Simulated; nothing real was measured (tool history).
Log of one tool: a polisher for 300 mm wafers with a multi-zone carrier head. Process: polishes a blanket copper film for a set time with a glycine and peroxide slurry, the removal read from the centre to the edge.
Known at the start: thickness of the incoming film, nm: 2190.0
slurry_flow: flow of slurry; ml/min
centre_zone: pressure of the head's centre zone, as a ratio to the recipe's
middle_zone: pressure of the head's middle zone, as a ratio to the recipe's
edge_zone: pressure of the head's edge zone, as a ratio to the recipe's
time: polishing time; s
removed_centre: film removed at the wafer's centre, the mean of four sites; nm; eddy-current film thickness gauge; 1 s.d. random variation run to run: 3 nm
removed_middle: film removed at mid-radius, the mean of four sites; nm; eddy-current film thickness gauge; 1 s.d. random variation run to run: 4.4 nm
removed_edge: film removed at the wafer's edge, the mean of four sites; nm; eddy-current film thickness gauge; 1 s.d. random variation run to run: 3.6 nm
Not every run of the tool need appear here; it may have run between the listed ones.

run,hour,slurry_flow,centre_zone,middle_zone,edge_zone,time,removed_centre,removed_middle,removed_edge
1,0.0,205,1.00,1.00,1.00,80,373.66,368.63,364.71
2,5.1,210,1.00,1.02,1.02,82,380.60,393.28,379.31
3,9.3,215,1.01,1.03,1.04,84,401.54,395.23,395.81
4,15.4,220,1.01,1.05,1.05,86,406.95,413.94,409.29
5,17.2,220,1.01,1.05,1.12,86,414.79,416.08,426.00
6,22.4,225,1.01,1.07,1.12,87,415.65,433.27,423.82

Forecast run 7:
7,25.1,230,1.01,1.08,1.13,88,?,?,?

removed_centre: 420.10 nm
removed_middle: 435.78 nm
removed_edge: 433.10 nm

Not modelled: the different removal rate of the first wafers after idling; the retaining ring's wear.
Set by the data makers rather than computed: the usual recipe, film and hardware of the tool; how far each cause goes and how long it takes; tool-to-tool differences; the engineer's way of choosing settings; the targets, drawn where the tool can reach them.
